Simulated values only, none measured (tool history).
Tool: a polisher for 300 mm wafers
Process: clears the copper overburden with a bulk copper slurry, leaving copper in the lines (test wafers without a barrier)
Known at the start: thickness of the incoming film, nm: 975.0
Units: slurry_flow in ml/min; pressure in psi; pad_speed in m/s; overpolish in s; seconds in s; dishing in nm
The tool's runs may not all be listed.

run 1 hour=0 | slurry_flow=195 pressure=2.6 pad_speed=1.1 slurry_solids=1 overpolish=25 | seconds=110.36 dishing=105.93
run 2 hour=8.1 | slurry_flow=160 pressure=2.6 pad_speed=1.1 slurry_solids=1 overpolish=25 | seconds=114.18 dishing=105.41
run 3 hour=10.8 | slurry_flow=160 pressure=2.6 pad_speed=1.1 slurry_solids=0.8 overpolish=25 | seconds=125.57 dishing=99.914
run 4 hour=18.2 | slurry_flow=160 pressure=3.2 pad_speed=1.1 slurry_solids=0.8 overpolish=25 | seconds=105.26 dishing=114.29
run 5 hour=25 | slurry_flow=160 pressure=3.8 pad_speed=1.1 slurry_solids=0.8 overpolish=25 | seconds=90.756 dishing=127.63
run 6 hour=28.2 | slurry_flow=160 pressure=3.8 pad_speed=0.9 slurry_solids=0.8 overpolish=25 | seconds=107.05 dishing=117.44

The next listed run, before its measurement:
run 7 hour=36 | slurry_flow=195 pressure=3.2 pad_speed=0.92 slurry_solids=0.85 overpolish=21 | seconds=? dishing=?

{"run 7": {"seconds": 117.8, "dishing": 97.881}}

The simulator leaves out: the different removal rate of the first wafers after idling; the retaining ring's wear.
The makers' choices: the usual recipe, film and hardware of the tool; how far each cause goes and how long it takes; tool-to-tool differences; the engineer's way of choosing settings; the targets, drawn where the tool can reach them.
